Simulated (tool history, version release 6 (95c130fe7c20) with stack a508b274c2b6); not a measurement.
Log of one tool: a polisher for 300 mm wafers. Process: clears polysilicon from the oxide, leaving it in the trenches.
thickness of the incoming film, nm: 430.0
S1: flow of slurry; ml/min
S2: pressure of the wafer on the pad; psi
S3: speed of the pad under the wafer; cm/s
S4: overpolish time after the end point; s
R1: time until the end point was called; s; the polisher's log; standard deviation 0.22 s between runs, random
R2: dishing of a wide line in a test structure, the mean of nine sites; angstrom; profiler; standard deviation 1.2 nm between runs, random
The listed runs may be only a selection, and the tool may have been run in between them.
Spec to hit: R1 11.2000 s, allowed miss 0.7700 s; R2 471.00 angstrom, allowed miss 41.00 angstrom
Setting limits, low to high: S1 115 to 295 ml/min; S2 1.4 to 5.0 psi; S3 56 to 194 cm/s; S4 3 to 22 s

{"run": 1, "hour": 0.0, "S1": 190, "S2": 3.2, "S3": 124, "S4": 11, "R1": 19.862, "R2": 527.89}
{"run": 2, "hour": 8.8, "S1": 190, "S2": 3.6, "S3": 126, "S4": 9, "R1": 18.644, "R2": 550.24}
{"run": 3, "hour": 10.9, "S1": 190, "S2": 2.9, "S3": 126, "S4": 9, "R1": 22.734, "R2": 508.5}
{"run": 4, "hour": 13.9, "S1": 190, "S2": 2.9, "S3": 126, "S4": 13, "R1": 22.724, "R2": 543.15}
{"run": 5, "hour": 16.7, "S1": 190, "S2": 2.2, "S3": 126, "S4": 13, "R1": 28.784, "R2": 551.9}
{"run": 6, "hour": 21.0, "S1": 190, "S2": 2.9, "S3": 128, "S4": 10, "R1": 21.809, "R2": 542.56}
{"run": 7, "hour": 25.5, "S1": 210, "S2": 3.5, "S3": 126, "S4": 8, "R1": 18.166, "R2": 503.87}
{"run": 8, "hour": 27.4, "S1": 220, "S2": 3.8, "S3": 128, "S4": 7, "R1": 16.347, "R2": 504.42}
{"run": 9, "hour": 31.4, "S1": 230, "S2": 4.1, "S3": 130, "S4": 6, "R1": 14.823, "R2": 522.29}
{"run": 10, "hour": 33.2, "S1": 250, "S2": 4.2, "S3": 134, "S4": 5, "R1": 13.76, "R2": 516.91}
{"run": 11, "hour": 40.1, "S1": 260, "S2": 4.4, "S3": 134, "S4": 4, "R1": 13.091, "R2": 466.25}
{"run": 12, "hour": 48.9, "S1": 260, "S2": 4.5, "S3": 134, "S4": 4, "R1": 13.247, "R2": 500.71}
{"run": 13, "hour": 57.6, "S1": 260, "S2": 4.5, "S3": 134, "S4": 4, "R1": 12.985, "R2": 496.4}

Of the 4 settings listed for the next run, only one would bring every result within its allowed miss of target. Which one?
{"run": "A", "hour": 66.3, "S1": 285, "S2": 4.1, "S3": 170, "S4": 3, "R1": "?", "R2": "?"}
{"run": "B", "hour": 66.3, "S1": 260, "S2": 4.6, "S3": 132, "S4": 8, "R1": "?", "R2": "?"}
{"run": "C", "hour": 66.3, "S1": 200, "S2": 5.0, "S3": 176, "S4": 7, "R1": "?", "R2": "?"}
{"run": "D", "hour": 66.3, "S1": 295, "S2": 3.5, "S3": 142, "S4": 3, "R1": "?", "R2": "?"}

move=A R1=11.7780 R2=470.20
move=B R1=13.4200 R2=544.99
move=C R1=9.7759 R2=548.67
move=D R1=16.1840 R2=414.67
A: all results in spec
B: the biggest miss grows against the last run
C: takes the result that was furthest off past its target
D: the biggest miss grows against the last run
Answer: A

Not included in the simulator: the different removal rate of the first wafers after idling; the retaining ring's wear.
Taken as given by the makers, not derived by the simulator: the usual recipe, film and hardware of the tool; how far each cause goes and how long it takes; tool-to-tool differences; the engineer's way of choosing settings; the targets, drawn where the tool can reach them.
